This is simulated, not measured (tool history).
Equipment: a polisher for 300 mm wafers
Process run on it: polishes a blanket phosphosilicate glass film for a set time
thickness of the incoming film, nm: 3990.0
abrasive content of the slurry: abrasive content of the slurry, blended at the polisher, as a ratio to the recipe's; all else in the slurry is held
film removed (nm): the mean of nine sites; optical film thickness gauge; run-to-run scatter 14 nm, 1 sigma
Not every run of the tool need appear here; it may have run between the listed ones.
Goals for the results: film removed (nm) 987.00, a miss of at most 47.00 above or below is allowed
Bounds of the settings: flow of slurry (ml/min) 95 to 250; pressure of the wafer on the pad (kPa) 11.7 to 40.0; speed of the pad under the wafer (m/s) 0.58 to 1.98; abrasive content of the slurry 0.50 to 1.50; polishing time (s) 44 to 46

run	day	flow of slurry (ml/min)	pressure of the wafer on the pad (kPa)	speed of the pad under the wafer (m/s)	abrasive content of the slurry	polishing time (s)	film removed (nm)
1	0.000	160	25.5	1.28	1.00	44	634.51
2	0.304	160	25.5	1.28	1.00	44	658.69
3	0.538	160	25.5	1.28	1.10	44	669.33
4	0.617	160	21.4	1.28	1.10	44	572.90
5	0.988	125	21.4	1.28	1.10	44	549.26
6	1.129	125	23.4	1.28	1.10	44	599.24
7	1.400	125	23.4	1.28	1.10	44	586.57
8	1.442	130	25.5	1.28	1.10	44	631.19
9	1.704	135	26.9	1.28	1.10	44	683.39
10	1.921	140	28.3	1.28	1.10	44	715.71
11	2.058	145	29.6	1.28	1.10	44	756.84

Exercise: of the 5 proposed moves below, exactly one satisfies all targets within the stated allowed misses. Which move is it?
A	2.196	175	29.0	1.66	1.10	46	?
B	2.196	185	30.3	1.20	0.85	44	?
C	2.196	140	28.3	1.26	1.15	44	?
D	2.196	140	30.3	1.12	1.00	44	?
E	2.196	140	24.8	1.42	1.05	45	?

move	film removed (nm)
A	990.67
B	706.58
C	731.61
D	680.29
E	707.17
A: hits every target within its allowed miss
B: moves away from the targets compared with the last run
C: moves away from the targets compared with the last run
D: moves away from the targets compared with the last run
E: moves away from the targets compared with the last run
A is the move that brings every result within its allowed miss.
